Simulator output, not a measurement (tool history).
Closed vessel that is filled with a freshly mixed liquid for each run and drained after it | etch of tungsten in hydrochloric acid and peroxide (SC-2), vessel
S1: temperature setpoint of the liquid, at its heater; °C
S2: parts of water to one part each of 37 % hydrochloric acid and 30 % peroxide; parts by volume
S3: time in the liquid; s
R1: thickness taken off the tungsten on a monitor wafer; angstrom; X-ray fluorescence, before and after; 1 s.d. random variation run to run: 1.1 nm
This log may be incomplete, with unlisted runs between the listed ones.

Run 1, hour 0.0: S1 45.0 °C, S2 10.5 parts by volume, S3 770 s. Result: R1 620.95 angstrom.
Run 2, hour 2.2: S1 48.5 °C, S2 10.5 parts by volume, S3 770 s. Result: R1 791.37 angstrom.
Run 3, hour 10.1: S1 50.5 °C, S2 10.5 parts by volume, S3 770 s. Result: R1 912.82 angstrom.
Run 4, hour 11.2: S1 50.5 °C, S2 10.5 parts by volume, S3 770 s. Result: R1 911.05 angstrom.
Run 5, hour 16.3: S1 52.0 °C, S2 10.5 parts by volume, S3 770 s. Result: R1 1000.80 angstrom.
Run 6, hour 23.3: S1 52.0 °C, S2 10.5 parts by volume, S3 770 s. Result: R1 1003.10 angstrom.

Run 7 comes next. What will it give?
Run 7, hour 29.4: S1 53.0 °C, S2 10.5 parts by volume, S3 770 s. Result: R1 ?.

Run 7 yielded R1 1060.50 angstrom.

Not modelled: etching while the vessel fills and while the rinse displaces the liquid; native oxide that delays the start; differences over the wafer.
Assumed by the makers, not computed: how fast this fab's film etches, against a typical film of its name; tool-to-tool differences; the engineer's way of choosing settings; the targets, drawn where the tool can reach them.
